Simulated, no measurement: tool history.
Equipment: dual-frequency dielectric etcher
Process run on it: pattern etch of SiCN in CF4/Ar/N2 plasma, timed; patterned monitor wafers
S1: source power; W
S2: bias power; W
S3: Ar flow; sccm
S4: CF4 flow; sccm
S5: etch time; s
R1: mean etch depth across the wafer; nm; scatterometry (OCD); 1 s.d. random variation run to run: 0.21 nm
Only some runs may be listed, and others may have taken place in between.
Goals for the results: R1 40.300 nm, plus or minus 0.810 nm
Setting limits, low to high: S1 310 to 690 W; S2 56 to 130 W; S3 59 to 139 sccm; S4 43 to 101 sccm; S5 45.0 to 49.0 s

run	hour	S1	S2	S3	S4	S5	R1
1	0.0	500	93	99	72	49.0	52.655
2	4.1	450	93	99	72	49.0	47.709
3	5.7	430	93	99	72	49.0	45.917
4	6.2	430	93	109	72	49.0	45.142
5	7.0	430	93	92	72	49.0	45.971
6	14.0	420	93	92	72	49.0	45.083
7	15.4	410	93	92	72	49.0	44.292
8	16.8	350	92	92	72	49.0	37.955
# hour 18.6: Ar flow controller replaced
9	18.6	350	92	92	72	49.0	37.288
10	23.0	400	93	92	72	49.0	42.772

Next run, 4 choices. One meets every target within its allowed miss, the rest don't. Which?
A	27.4	410	97	85	85	45.0	?
B	27.4	400	105	97	75	48.0	?
C	27.4	420	92	87	77	47.5	?
D	27.4	400	84	118	78	48.5	?

move	R1
A	42.172
B	43.878
C	44.088
D	40.711
A: nearer the targets than the last run, but a result is still out of spec
B: moves away from the targets compared with the last run
C: moves away from the targets compared with the last run
D: hits every target within its allowed miss
Go with D: it meets all targets.

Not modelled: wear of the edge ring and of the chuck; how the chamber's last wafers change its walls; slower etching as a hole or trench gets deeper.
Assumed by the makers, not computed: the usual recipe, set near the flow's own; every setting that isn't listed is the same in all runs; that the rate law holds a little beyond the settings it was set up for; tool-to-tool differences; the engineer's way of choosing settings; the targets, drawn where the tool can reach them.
